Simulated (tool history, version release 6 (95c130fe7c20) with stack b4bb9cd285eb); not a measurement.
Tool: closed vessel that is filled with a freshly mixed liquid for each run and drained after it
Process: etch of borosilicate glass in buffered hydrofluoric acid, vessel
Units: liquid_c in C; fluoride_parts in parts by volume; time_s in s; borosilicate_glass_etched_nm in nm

run  hour  liquid_c  fluoride_parts  time_s  borosilicate_glass_etched_nm
  1     0        24            20.5     100                        63.556
  2   5.1        22            20.5     100                        57.344
  3   8.6        22            20.5     100                        57.425
  4  11.2      21.5              21     100                        54.488
  5  17.6      21.5              26     100                        47.288
  6  20.9        21              26     100                        45.946
  7  25.7      20.5              26     100                        44.666

Forecast run 8:
  8  27.2        20              26     100                             ?

borosilicate_glass_etched_nm: 43.258 nm
